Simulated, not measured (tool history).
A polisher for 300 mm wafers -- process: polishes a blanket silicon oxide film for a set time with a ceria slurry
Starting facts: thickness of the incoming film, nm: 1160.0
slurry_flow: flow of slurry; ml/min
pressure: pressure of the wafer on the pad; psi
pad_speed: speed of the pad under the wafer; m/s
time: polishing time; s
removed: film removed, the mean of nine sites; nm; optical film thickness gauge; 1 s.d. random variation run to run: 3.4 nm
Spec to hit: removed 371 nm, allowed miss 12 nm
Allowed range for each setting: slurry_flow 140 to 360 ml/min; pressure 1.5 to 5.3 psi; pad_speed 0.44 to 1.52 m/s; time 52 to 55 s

run 1 hour=0 | slurry_flow=230 pressure=3.4 pad_speed=0.98 time=52 | removed=219.64
run 2 hour=8.4 | slurry_flow=285 pressure=3.4 pad_speed=0.98 time=52 | removed=227.9
run 3 hour=10.2 | slurry_flow=285 pressure=3.4 pad_speed=0.98 time=52 | removed=228.28
run 4 hour=16.4 | slurry_flow=285 pressure=3.4 pad_speed=0.98 time=55 | removed=239.57
run 5 hour=20.2 | slurry_flow=285 pressure=4.2 pad_speed=0.98 time=55 | removed=295.16
run 6 hour=28.3 | slurry_flow=285 pressure=4.5 pad_speed=0.98 time=55 | removed=309.56
run 7 hour=31.1 | slurry_flow=285 pressure=4.7 pad_speed=0.98 time=55 | removed=326.7
run 8 hour=36.6 | slurry_flow=285 pressure=4.8 pad_speed=0.98 time=55 | removed=339.63
run 9 hour=41.7 | slurry_flow=285 pressure=4.9 pad_speed=0.98 time=55 | removed=343.55
run 10 hour=44.8 | slurry_flow=285 pressure=5 pad_speed=0.98 time=55 | removed=342.91
run 11 hour=51.3 | slurry_flow=285 pressure=5 pad_speed=0.98 time=55 | removed=349.92

Next run, 5 choices. One meets every target within its allowed miss, the rest don't. Which?
run A hour=57.8 | slurry_flow=295 pressure=5.3 pad_speed=0.9 time=54 | removed=?
run B hour=57.8 | slurry_flow=245 pressure=5.2 pad_speed=0.94 time=54 | removed=?
run C hour=57.8 | slurry_flow=295 pressure=5.3 pad_speed=0.88 time=55 | removed=?
run D hour=57.8 | slurry_flow=255 pressure=5.1 pad_speed=1 time=54 | removed=?
run E hour=57.8 | slurry_flow=285 pressure=5.3 pad_speed=1.06 time=52 | removed=?

move=A removed=339.22
move=B removed=337.57
move=C removed=339.86
move=D removed=348.39
move=E removed=368.17
A: moves away from the targets compared with the last run
B: moves away from the targets compared with the last run
C: moves away from the targets compared with the last run
D: moves away from the targets compared with the last run
E: all results land within tolerance of their targets
So the answer is move E, the one that meets all the targets.

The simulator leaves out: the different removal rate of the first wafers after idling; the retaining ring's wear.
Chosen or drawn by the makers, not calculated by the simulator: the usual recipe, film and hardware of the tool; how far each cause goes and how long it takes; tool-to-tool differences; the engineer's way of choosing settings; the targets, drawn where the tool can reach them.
